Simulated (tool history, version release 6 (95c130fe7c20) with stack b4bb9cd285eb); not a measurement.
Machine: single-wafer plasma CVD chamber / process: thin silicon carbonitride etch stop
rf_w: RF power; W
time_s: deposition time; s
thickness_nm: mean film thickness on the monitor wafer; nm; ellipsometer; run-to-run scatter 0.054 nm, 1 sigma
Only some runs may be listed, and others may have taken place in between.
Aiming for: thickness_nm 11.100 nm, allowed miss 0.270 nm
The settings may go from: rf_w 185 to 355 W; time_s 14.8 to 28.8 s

run  hour  rf_w  time_s  thickness_nm
  1   0.0   270    21.8        13.647
  2   7.5   270    19.5        12.100
  3  11.5   270    22.2        13.939
  4  18.8   245    22.2        13.485
  5  27.4   260    22.2        13.617
  6  34.5   235    22.2        13.287
  7  39.3   230    21.8        13.071
  8  41.9   225    21.3        12.629
  9  43.1   220    21.0        12.495

Consider the 5 candidate settings below. Which is the only one whose results all fall within their allowed miss of target?
  A  44.3   245    19.5             ?
  B  44.3   225    17.6             ?
  C  44.3   220    19.5             ?
  D  44.3   245    19.1             ?
  E  44.3   205    18.9             ?

move  thickness_nm
   A        11.897
   B        10.517
   C        11.589
   D        11.653
   E        11.045
A: better than the last run, though not everything is in spec
B: carries the result that was furthest off beyond its target, to the other side
C: better than the last run, though not everything is in spec
D: better than the last run, though not everything is in spec
E: every result within its allowed miss
E is the move that brings every result within its allowed miss.
